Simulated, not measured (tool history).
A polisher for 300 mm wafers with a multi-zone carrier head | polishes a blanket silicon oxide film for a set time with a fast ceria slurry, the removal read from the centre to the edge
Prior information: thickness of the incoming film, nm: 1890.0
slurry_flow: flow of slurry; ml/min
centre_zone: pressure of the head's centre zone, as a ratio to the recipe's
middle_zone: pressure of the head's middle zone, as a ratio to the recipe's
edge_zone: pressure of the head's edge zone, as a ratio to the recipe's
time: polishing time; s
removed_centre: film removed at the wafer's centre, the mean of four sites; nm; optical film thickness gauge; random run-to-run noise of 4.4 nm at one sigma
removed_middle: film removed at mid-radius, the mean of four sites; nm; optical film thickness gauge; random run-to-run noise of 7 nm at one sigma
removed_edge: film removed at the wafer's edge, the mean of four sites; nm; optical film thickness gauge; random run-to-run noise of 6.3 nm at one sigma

{"run": 1, "day": 0.0, "slurry_flow": 315, "centre_zone": 1, "middle_zone": 1, "edge_zone": 1, "time": 50, "removed_centre": 567.4, "removed_middle": 635.97, "removed_edge": 603.95}
{"run": 2, "day": 0.192, "slurry_flow": 315, "centre_zone": 1, "middle_zone": 0.99, "edge_zone": 0.98, "time": 48, "removed_centre": 543.92, "removed_middle": 594, "removed_edge": 586.96}
{"run": 3, "day": 0.55, "slurry_flow": 315, "centre_zone": 0.96, "middle_zone": 0.99, "edge_zone": 0.98, "time": 48, "removed_centre": 520.07, "removed_middle": 587.59, "removed_edge": 587.67}
{"run": 4, "day": 0.75, "slurry_flow": 240, "centre_zone": 0.96, "middle_zone": 0.99, "edge_zone": 0.98, "time": 48, "removed_centre": 501.98, "removed_middle": 579.11, "removed_edge": 570.55}
{"run": 5, "day": 0.879, "slurry_flow": 240, "centre_zone": 1.01, "middle_zone": 0.99, "edge_zone": 0.98, "time": 48, "removed_centre": 522.7, "removed_middle": 591.42, "removed_edge": 581.24}
{"run": 6, "day": 1.15, "slurry_flow": 265, "centre_zone": 1.01, "middle_zone": 1, "edge_zone": 0.97, "time": 46, "removed_centre": 511.08, "removed_middle": 583.48, "removed_edge": 548.93}
{"day": 1.479, "done": "centre zone pressure recalibrated"}
{"run": 7, "day": 1.479, "slurry_flow": 275, "centre_zone": 1.01, "middle_zone": 0.99, "edge_zone": 0.96, "time": 44, "removed_centre": 537.57, "removed_middle": 530.61, "removed_edge": 534.76}
{"run": 8, "day": 1.729, "slurry_flow": 270, "centre_zone": 1, "middle_zone": 1, "edge_zone": 0.95, "time": 43, "removed_centre": 524.78, "removed_middle": 527.35, "removed_edge": 517.44}
{"run": 9, "day": 1.846, "slurry_flow": 265, "centre_zone": 0.98, "middle_zone": 1.01, "edge_zone": 0.95, "time": 42, "removed_centre": 502.83, "removed_middle": 502.84, "removed_edge": 500.47}
{"run": 10, "day": 2.179, "slurry_flow": 255, "centre_zone": 0.97, "middle_zone": 1.02, "edge_zone": 0.96, "time": 42, "removed_centre": 492.25, "removed_middle": 517.46, "removed_edge": 506.88}
{"run": 11, "day": 2.354, "slurry_flow": 250, "centre_zone": 0.96, "middle_zone": 1.03, "edge_zone": 0.96, "time": 41, "removed_centre": 482.39, "removed_middle": 512.59, "removed_edge": 487.53}
{"run": 12, "day": 2.562, "slurry_flow": 245, "centre_zone": 0.95, "middle_zone": 1.03, "edge_zone": 0.96, "time": 41, "removed_centre": 478.2, "removed_middle": 515.83, "removed_edge": 490.49}
{"run": 13, "day": 2.888, "slurry_flow": 240, "centre_zone": 0.94, "middle_zone": 1.03, "edge_zone": 0.96, "time": 41, "removed_centre": 457.64, "removed_middle": 518.76, "removed_edge": 490.64}
{"run": 14, "day": 3.254, "slurry_flow": 240, "centre_zone": 0.94, "middle_zone": 1.03, "edge_zone": 0.96, "time": 41, "removed_centre": 463.74, "removed_middle": 501.41, "removed_edge": 484.8}
{"run": 15, "day": 3.525, "slurry_flow": 235, "centre_zone": 0.94, "middle_zone": 1.03, "edge_zone": 0.96, "time": 41, "removed_centre": 463.94, "removed_middle": 502.57, "removed_edge": 481.33}
{"run": 16, "day": 3.854, "slurry_flow": 235, "centre_zone": 0.94, "middle_zone": 1.03, "edge_zone": 0.96, "time": 41, "removed_centre": 453.42, "removed_middle": 505.21, "removed_edge": 477.66}

For run 17, what comes out?
{"run": 17, "day": 4.029, "slurry_flow": 235, "centre_zone": 0.94, "middle_zone": 1.03, "edge_zone": 0.96, "time": 41, "removed_centre": "?", "removed_middle": "?", "removed_edge": "?"}

{"run 17": {"removed_centre": 459.6, "removed_middle": 521.47, "removed_edge": 479.29}}

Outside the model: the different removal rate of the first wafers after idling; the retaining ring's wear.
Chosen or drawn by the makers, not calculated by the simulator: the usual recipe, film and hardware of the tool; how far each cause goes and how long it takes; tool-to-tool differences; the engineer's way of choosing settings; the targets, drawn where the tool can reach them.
